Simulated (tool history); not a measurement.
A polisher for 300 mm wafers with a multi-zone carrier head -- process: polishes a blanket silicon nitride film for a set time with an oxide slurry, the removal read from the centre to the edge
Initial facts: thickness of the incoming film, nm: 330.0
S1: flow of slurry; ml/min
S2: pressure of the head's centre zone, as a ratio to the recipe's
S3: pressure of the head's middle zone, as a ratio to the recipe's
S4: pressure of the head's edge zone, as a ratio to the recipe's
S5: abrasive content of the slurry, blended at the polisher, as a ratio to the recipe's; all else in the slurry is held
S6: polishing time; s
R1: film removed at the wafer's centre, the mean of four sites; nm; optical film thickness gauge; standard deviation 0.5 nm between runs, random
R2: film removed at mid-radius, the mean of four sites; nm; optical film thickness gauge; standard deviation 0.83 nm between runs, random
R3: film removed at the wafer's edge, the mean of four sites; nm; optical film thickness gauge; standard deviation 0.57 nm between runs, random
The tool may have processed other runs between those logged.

| run | hour | S1 | S2 | S3 | S4 | S5 | S6 | R1 | R2 | R3 |
|---|---|---|---|---|---|---|---|---|---|---|
| 1 | 0.0 | 215 | 1.00 | 1.00 | 1.00 | 1.00 | 72 | 45.612 | 45.106 | 44.725 |
| 2 | 7.1 | 235 | 1.00 | 1.00 | 1.00 | 1.00 | 72 | 46.063 | 45.124 | 44.449 |
| 3 | 10.2 | 225 | 1.00 | 1.04 | 1.01 | 1.15 | 73 | 49.619 | 49.885 | 48.188 |
| 4 | 19.0 | 225 | 1.00 | 1.04 | 1.07 | 1.15 | 73 | 48.609 | 49.899 | 50.118 |
| 5 | 26.6 | 230 | 1.00 | 1.08 | 1.07 | 1.25 | 74 | 51.276 | 54.126 | 51.216 |
| 6 | 33.6 | 230 | 1.01 | 1.11 | 1.09 | 1.30 | 75 | 54.308 | 57.017 | 54.263 |

Expected results for the next run?
| 7 | 35.3 | 240 | 1.00 | 1.13 | 1.09 | 1.35 | 75 | ? | ? | ? |

For run 7 the tool returned R1 54.249 nm, R2 59.393 nm, R3 55.021 nm.

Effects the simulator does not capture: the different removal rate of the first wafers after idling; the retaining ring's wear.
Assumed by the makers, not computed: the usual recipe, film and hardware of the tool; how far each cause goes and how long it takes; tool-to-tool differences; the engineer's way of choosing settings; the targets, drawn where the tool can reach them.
